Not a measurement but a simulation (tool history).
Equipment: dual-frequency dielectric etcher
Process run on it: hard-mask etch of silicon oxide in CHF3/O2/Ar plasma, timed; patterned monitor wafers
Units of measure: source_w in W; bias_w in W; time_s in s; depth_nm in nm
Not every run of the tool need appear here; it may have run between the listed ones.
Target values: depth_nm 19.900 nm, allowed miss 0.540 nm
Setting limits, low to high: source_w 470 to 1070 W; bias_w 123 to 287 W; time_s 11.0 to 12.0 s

run 1 day=0.000 | source_w=770 bias_w=205 time_s=12.0 | depth_nm=26.503
run 2 day=0.033 | source_w=700 bias_w=181 time_s=11.5 | depth_nm=23.247
run 3 day=0.088 | source_w=700 bias_w=169 time_s=11.5 | depth_nm=22.614
run 4 day=0.175 | source_w=700 bias_w=169 time_s=11.0 | depth_nm=21.474
run 5 day=0.450 | source_w=700 bias_w=205 time_s=11.0 | depth_nm=23.247
run 6 day=0.788 | source_w=700 bias_w=226 time_s=11.0 | depth_nm=24.114
run 7 day=1.088 | source_w=630 bias_w=220 time_s=11.0 | depth_nm=22.253
run 8 day=1.196 | source_w=590 bias_w=218 time_s=11.0 | depth_nm=21.416
run 9 day=1.517 | source_w=570 bias_w=217 time_s=11.0 | depth_nm=20.802
run 10 day=1.867 | source_w=560 bias_w=216 time_s=11.0 | depth_nm=20.561

Pick the move, out of 5, that brings all results within their allowed miss; only one does.
run A day=2.217 | source_w=530 bias_w=224 time_s=11.0 | depth_nm=?
run B day=2.217 | source_w=550 bias_w=193 time_s=12.0 | depth_nm=?
run C day=2.217 | source_w=510 bias_w=250 time_s=11.5 | depth_nm=?
run D day=2.217 | source_w=490 bias_w=253 time_s=11.5 | depth_nm=?
run E day=2.217 | source_w=580 bias_w=202 time_s=11.5 | depth_nm=?

move=A depth_nm=20.015
move=B depth_nm=21.138
move=C depth_nm=21.268
move=D depth_nm=20.756
move=E depth_nm=21.361
A: hits every target within its allowed miss
B: lands further from the targets than the last run did
C: lands further from the targets than the last run did
D: lands further from the targets than the last run did
E: lands further from the targets than the last run did
So the answer is move A, the one that meets all the targets.

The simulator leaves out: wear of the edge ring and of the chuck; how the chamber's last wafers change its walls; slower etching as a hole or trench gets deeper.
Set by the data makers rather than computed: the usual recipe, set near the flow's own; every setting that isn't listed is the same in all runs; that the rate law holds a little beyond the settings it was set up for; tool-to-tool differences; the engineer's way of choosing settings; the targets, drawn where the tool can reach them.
